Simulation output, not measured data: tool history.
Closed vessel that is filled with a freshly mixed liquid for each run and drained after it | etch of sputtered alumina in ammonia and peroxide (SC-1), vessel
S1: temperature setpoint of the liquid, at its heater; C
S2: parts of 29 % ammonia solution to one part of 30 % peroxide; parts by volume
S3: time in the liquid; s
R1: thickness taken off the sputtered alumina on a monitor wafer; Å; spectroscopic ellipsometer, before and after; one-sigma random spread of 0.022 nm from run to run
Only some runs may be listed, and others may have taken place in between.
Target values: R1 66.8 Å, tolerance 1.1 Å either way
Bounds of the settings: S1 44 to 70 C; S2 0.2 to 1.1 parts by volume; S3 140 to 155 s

{"run": 1, "hour": 0.0, "S1": 60, "S2": 0.6, "S3": 140, "R1": 138.75}
{"run": 2, "hour": 9.0, "S1": 55.5, "S2": 0.6, "S3": 140, "R1": 110.03}
{"run": 3, "hour": 17.1, "S1": 55.5, "S2": 0.7, "S3": 140, "R1": 112.06}
{"run": 4, "hour": 18.9, "S1": 55.5, "S2": 0.8, "S3": 140, "R1": 113.37}
{"run": 5, "hour": 21.3, "S1": 60.5, "S2": 0.8, "S3": 140, "R1": 146.58}
{"run": 6, "hour": 27.5, "S1": 58, "S2": 0.8, "S3": 140, "R1": 129.51}
{"run": 7, "hour": 32.9, "S1": 56, "S2": 0.8, "S3": 140, "R1": 116.64}
{"run": 8, "hour": 39.9, "S1": 54, "S2": 0.8, "S3": 140, "R1": 104.66}
{"run": 9, "hour": 46.4, "S1": 52.5, "S2": 0.8, "S3": 140, "R1": 96.514}
{"run": 10, "hour": 54.8, "S1": 51.5, "S2": 0.8, "S3": 140, "R1": 91.314}
{"run": 11, "hour": 61.5, "S1": 50.5, "S2": 0.8, "S3": 140, "R1": 86.38}
{"run": 12, "hour": 70.0, "S1": 49.5, "S2": 0.8, "S3": 140, "R1": 81.494}
{"run": 13, "hour": 75.6, "S1": 49.5, "S2": 0.8, "S3": 140, "R1": 81.887}
{"run": 14, "hour": 83.2, "S1": 45, "S2": 0.8, "S3": 140, "R1": 63.804}
{"run": 15, "hour": 84.1, "S1": 45.5, "S2": 0.8, "S3": 140, "R1": 64.998}

Next run, 4 choices. One meets every target within its allowed miss, the rest don't. Which?
{"run": "A", "hour": 85.0, "S1": 45, "S2": 0.75, "S3": 140, "R1": "?"}
{"run": "B", "hour": 85.0, "S1": 45.5, "S2": 0.65, "S3": 145, "R1": "?"}
{"run": "C", "hour": 85.0, "S1": 45, "S2": 0.8, "S3": 140, "R1": "?"}
{"run": "D", "hour": 85.0, "S1": 45, "S2": 0.7, "S3": 140, "R1": "?"}

move=A R1=63.626
move=B R1=66.88
move=C R1=64.018
move=D R1=63.209
A: lands further from the targets than the last run did
B: every result within its allowed miss
C: lands further from the targets than the last run did
D: lands further from the targets than the last run did
Move B is the one to make.
